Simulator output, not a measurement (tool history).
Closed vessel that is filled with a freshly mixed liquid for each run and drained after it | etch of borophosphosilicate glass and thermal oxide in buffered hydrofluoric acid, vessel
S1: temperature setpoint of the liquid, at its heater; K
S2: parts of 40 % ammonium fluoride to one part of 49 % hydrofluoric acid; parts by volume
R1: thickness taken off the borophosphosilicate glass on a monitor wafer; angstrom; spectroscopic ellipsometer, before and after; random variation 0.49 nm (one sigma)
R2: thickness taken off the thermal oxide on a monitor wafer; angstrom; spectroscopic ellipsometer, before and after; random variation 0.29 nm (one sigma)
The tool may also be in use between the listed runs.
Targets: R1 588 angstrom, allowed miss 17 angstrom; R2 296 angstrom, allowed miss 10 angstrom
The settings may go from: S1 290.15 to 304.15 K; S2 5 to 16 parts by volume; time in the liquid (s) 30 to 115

run 1 day=0 | S1=296.15 S2=9.5 time_in_the_liquid_(s)=60 | R1=1473.1 R2=743.56
run 2 day=0.079 | S1=296.15 S2=9.5 time_in_the_liquid_(s)=45 | R1=1117.3 R2=557.4
run 3 day=0.417 | S1=295.15 S2=10 time_in_the_liquid_(s)=45 | R1=1036.3 R2=522.92
run 4 day=0.758 | S1=294.15 S2=10.5 time_in_the_liquid_(s)=45 | R1=934.59 R2=469.82
run 5 day=1.029 | S1=294.15 S2=10.5 time_in_the_liquid_(s)=55 | R1=1128.4 R2=574.21
run 6 day=1.138 | S1=297.65 S2=10.5 time_in_the_liquid_(s)=55 | R1=1376 R2=695.27
run 7 day=1.238 | S1=296.15 S2=11.5 time_in_the_liquid_(s)=55 | R1=1156.9 R2=579.2
run 8 day=1.533 | S1=295.15 S2=12.5 time_in_the_liquid_(s)=55 | R1=1020.2 R2=506.63
run 9 day=1.733 | S1=294.15 S2=13 time_in_the_liquid_(s)=55 | R1=917.67 R2=469.28
run 10 day=1.867 | S1=294.15 S2=13 time_in_the_liquid_(s)=55 | R1=921.61 R2=470.29
run 11 day=2.146 | S1=293.65 S2=13.5 time_in_the_liquid_(s)=55 | R1=872.66 R2=431.2
run 12 day=2.392 | S1=292.15 S2=16 time_in_the_liquid_(s)=50 | R1=608.4 R2=312.89

Which of these 4 next moves meets every target?
run A day=2.638 | S1=296.15 S2=14.5 time_in_the_liquid_(s)=35 | R1=? R2=?
run B day=2.638 | S1=290.15 S2=16 time_in_the_liquid_(s)=60 | R1=? R2=?
run C day=2.638 | S1=294.65 S2=14 time_in_the_liquid_(s)=40 | R1=? R2=?
run D day=2.638 | S1=290.65 S2=15.5 time_in_the_liquid_(s)=55 | R1=? R2=?

move=A R1=580.55 R2=293.79
move=B R1=650.74 R2=328.29
move=C R1=633.57 R2=320.31
move=D R1=632.89 R2=319.34
A: meets every target
B: further off than the last run
C: further off than the last run
D: further off than the last run
Answer: A

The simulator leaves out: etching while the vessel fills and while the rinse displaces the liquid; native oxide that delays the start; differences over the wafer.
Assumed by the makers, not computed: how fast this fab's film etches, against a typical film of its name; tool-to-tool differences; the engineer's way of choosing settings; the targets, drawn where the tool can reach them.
